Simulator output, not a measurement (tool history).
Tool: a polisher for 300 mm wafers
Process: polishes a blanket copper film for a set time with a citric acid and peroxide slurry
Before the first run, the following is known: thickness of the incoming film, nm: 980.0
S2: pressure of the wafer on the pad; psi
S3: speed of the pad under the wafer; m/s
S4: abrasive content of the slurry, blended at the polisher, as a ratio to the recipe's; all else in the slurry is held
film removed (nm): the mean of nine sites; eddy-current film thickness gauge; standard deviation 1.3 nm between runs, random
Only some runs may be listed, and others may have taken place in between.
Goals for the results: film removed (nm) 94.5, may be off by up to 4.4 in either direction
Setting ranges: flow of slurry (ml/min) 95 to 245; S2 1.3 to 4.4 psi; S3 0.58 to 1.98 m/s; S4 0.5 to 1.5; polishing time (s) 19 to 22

Run 1, hour 0: flow of slurry (ml/min) 155, S2 2.8 psi, S3 1.28 m/s, S4 1, polishing time (s) 22. Result: film removed (nm) 53.063.
Run 2, hour 5.5: flow of slurry (ml/min) 155, S2 2.8 psi, S3 1.44 m/s, S4 1, polishing time (s) 22. Result: film removed (nm) 62.365.
Run 3, hour 12.4: flow of slurry (ml/min) 175, S2 2.8 psi, S3 1.44 m/s, S4 1, polishing time (s) 22. Result: film removed (nm) 63.042.
Run 4, hour 15.1: flow of slurry (ml/min) 175, S2 3.5 psi, S3 1.44 m/s, S4 1, polishing time (s) 22. Result: film removed (nm) 76.719.
Run 5, hour 23.3: flow of slurry (ml/min) 175, S2 3.7 psi, S3 1.44 m/s, S4 1, polishing time (s) 22. Result: film removed (nm) 79.895.
Run 6, hour 28.7: flow of slurry (ml/min) 175, S2 3.7 psi, S3 1.44 m/s, S4 1, polishing time (s) 19. Result: film removed (nm) 70.273.
Run 7, hour 37.5: flow of slurry (ml/min) 175, S2 3.9 psi, S3 1.48 m/s, S4 1, polishing time (s) 19. Result: film removed (nm) 76.756.
At hour 44.9: slurry blender recalibrated.
Run 8, hour 44.9: flow of slurry (ml/min) 180, S2 4 psi, S3 1.5 m/s, S4 1, polishing time (s) 19. Result: film removed (nm) 83.648.

Next run, 4 choices. One meets every target within its allowed miss, the rest don't. Which?
Run A, hour 52.3: flow of slurry (ml/min) 180, S2 3.6 psi, S3 1.98 m/s, S4 1.2, polishing time (s) 19. Result: film removed (nm) ?.
Run B, hour 52.3: flow of slurry (ml/min) 175, S2 4 psi, S3 1.66 m/s, S4 0.9, polishing time (s) 22. Result: film removed (nm) ?.
Run C, hour 52.3: flow of slurry (ml/min) 155, S2 4 psi, S3 1.52 m/s, S4 1, polishing time (s) 19. Result: film removed (nm) ?.
Run D, hour 52.3: flow of slurry (ml/min) 180, S2 4.4 psi, S3 1.28 m/s, S4 1.05, polishing time (s) 22. Result: film removed (nm) ?.

move  film removed (nm)
   A             104.08
   B             105.71
   C             84.294
   D             93.894
A: pushes the last run's worst result past its target
B: pushes the last run's worst result past its target
C: closes in on the targets versus the last run, not all within tolerance yet
D: every result lands within tolerance
The right move is D.

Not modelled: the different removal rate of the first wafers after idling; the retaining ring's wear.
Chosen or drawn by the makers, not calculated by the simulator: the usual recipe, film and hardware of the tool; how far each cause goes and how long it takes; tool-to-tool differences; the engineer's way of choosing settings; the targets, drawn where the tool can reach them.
